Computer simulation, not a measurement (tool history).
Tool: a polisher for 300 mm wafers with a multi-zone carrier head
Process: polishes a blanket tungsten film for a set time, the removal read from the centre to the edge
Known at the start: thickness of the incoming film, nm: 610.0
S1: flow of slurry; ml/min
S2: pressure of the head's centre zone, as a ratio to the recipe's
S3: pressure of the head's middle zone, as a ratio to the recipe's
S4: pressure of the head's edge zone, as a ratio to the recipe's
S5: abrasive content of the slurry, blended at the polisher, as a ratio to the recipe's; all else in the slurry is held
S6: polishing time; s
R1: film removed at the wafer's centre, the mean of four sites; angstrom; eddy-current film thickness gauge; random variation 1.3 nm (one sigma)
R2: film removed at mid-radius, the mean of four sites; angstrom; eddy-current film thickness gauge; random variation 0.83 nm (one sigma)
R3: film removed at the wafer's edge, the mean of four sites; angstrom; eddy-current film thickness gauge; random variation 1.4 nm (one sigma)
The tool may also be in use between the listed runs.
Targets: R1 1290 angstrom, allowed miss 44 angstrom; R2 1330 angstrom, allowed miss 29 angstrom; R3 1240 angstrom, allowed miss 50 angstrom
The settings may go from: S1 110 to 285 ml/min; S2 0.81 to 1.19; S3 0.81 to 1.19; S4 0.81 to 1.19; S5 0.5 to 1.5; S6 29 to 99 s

{"run": 1, "hour": 0.0, "S1": 180, "S2": 1, "S3": 1, "S4": 1, "S5": 1, "S6": 64, "R1": 1876.6, "R2": 1828.6, "R3": 1839.4}
{"run": 2, "hour": 3.8, "S1": 180, "S2": 0.99, "S3": 1, "S4": 0.97, "S5": 0.9, "S6": 62, "R1": 1718.3, "R2": 1730.6, "R3": 1722.2}
{"run": 3, "hour": 5.4, "S1": 180, "S2": 0.99, "S3": 1, "S4": 0.97, "S5": 0.7, "S6": 62, "R1": 1636.5, "R2": 1649.1, "R3": 1583.7}
{"run": 4, "hour": 7.4, "S1": 180, "S2": 0.99, "S3": 1, "S4": 0.97, "S5": 0.7, "S6": 69, "R1": 1820.9, "R2": 1835.6, "R3": 1806.5}
{"run": 5, "hour": 15.3, "S1": 180, "S2": 0.98, "S3": 0.99, "S4": 0.95, "S5": 0.65, "S6": 66, "R1": 1707.6, "R2": 1694.8, "R3": 1665.9}
{"run": 6, "hour": 18.5, "S1": 180, "S2": 0.98, "S3": 0.99, "S4": 0.95, "S5": 0.8, "S6": 66, "R1": 1780.1, "R2": 1780.4, "R3": 1744.2}
{"run": 7, "hour": 26.7, "S1": 180, "S2": 0.97, "S3": 0.98, "S4": 0.93, "S5": 0.75, "S6": 64, "R1": 1703.5, "R2": 1711.3, "R3": 1686.2}
{"run": 8, "hour": 35.0, "S1": 175, "S2": 0.97, "S3": 0.99, "S4": 0.93, "S5": 0.7, "S6": 62, "R1": 1592.2, "R2": 1639.1, "R3": 1610.1}
{"run": 9, "hour": 43.3, "S1": 185, "S2": 0.97, "S3": 0.99, "S4": 0.93, "S5": 0.65, "S6": 60, "R1": 1522.3, "R2": 1554.5, "R3": 1524.6}

Which of these 5 next moves meets every target?
{"run": "A", "hour": 51.6, "S1": 230, "S2": 0.91, "S3": 1.05, "S4": 0.92, "S5": 0.8, "S6": 46, "R1": "?", "R2": "?", "R3": "?"}
{"run": "B", "hour": 51.6, "S1": 115, "S2": 1.02, "S3": 1.05, "S4": 0.9, "S5": 0.55, "S6": 53, "R1": "?", "R2": "?", "R3": "?"}
{"run": "C", "hour": 51.6, "S1": 160, "S2": 0.95, "S3": 1.11, "S4": 0.98, "S5": 0.7, "S6": 47, "R1": "?", "R2": "?", "R3": "?"}
{"run": "D", "hour": 51.6, "S1": 205, "S2": 0.94, "S3": 0.9, "S4": 1.06, "S5": 0.8, "S6": 67, "R1": "?", "R2": "?", "R3": "?"}
{"run": "E", "hour": 51.6, "S1": 190, "S2": 0.89, "S3": 1.1, "S4": 0.88, "S5": 0.6, "S6": 51, "R1": "?", "R2": "?", "R3": "?"}

move=A R1=1186.2 R2=1329 R3=1209.1
move=B R1=1313.7 R2=1322.4 R3=1213.4
move=C R1=1183.8 R2=1323.1 R3=1205.1
move=D R1=1762.9 R2=1732.8 R3=1873.4
move=E R1=1185.7 R2=1404.5 R3=1218.3
A: brings the result that was furthest off to its target, and leaves another outside
B: meets every target
C: brings the result that was furthest off to its target, and leaves another outside
D: further off than the last run
E: nearer than the last run, and not there yet
The right move is B.
